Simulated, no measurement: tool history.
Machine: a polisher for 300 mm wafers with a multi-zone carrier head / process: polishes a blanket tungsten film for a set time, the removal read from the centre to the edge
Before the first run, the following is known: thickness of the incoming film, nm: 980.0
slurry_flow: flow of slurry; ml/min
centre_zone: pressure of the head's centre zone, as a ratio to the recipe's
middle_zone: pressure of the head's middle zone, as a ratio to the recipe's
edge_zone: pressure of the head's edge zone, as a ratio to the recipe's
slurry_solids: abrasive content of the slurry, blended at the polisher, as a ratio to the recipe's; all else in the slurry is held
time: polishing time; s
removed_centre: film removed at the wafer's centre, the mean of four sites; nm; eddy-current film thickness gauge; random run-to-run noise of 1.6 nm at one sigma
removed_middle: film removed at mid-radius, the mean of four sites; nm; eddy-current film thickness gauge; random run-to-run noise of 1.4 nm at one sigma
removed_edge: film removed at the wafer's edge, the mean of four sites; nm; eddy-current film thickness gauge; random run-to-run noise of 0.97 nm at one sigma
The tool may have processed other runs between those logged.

run,hour,slurry_flow,centre_zone,middle_zone,edge_zone,slurry_solids,time,removed_centre,removed_middle,removed_edge
1,0.0,275,1.00,1.00,1.00,1.00,36,167.330,161.39,159.13
2,5.9,275,1.00,1.00,1.08,1.00,36,164.930,159.66,166.30
3,11.7,270,0.97,0.98,1.05,0.90,34,145.510,146.35,151.88
4,20.2,270,0.93,0.98,1.05,0.90,34,136.720,146.38,149.39
5,28.6,270,0.93,0.98,0.99,0.90,34,136.590,143.81,147.89
6,34.6,270,0.93,0.98,0.96,0.90,34,136.880,143.83,143.92
7,38.4,270,0.93,0.96,0.94,0.80,33,131.550,135.46,134.93
8,46.0,265,0.92,0.94,0.92,0.75,33,128.290,125.17,131.20
9,53.1,260,0.83,0.99,0.83,0.50,31,96.298,113.72,104.03
10,55.0,265,0.84,0.97,0.85,0.50,31,98.572,111.60,106.65

Forecast run 11:
11,63.1,270,0.85,0.96,0.86,0.50,31,?,?,?

Run 11 measured removed_centre 98.503 nm, removed_middle 113.06 nm, removed_edge 108.14 nm.
